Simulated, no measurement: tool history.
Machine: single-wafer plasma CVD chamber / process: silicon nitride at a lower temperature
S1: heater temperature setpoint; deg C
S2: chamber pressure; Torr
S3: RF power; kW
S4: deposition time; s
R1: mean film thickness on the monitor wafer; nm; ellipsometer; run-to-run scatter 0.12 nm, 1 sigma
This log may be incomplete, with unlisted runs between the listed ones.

run,hour,S1,S2,S3,S4,R1
1,0,375,1.5,0.26,34.9,34.683
2,5,375,1.36,0.26,34.9,32.976
3,10.3,375,1.22,0.26,34.9,32.107
4,15.7,375,1.18,0.25,34.9,30.274
5,20.3,375,1.15,0.245,34.9,29.608
6,28.9,369,1.15,0.245,34.9,29.394
7,36.9,369,1.12,0.24,34.9,28.802

Run 8 has not been measured yet. What should we expect?
8,37.7,370,0.9,0.2,34.9,?

{"run 8": {"R1": 21.483}}

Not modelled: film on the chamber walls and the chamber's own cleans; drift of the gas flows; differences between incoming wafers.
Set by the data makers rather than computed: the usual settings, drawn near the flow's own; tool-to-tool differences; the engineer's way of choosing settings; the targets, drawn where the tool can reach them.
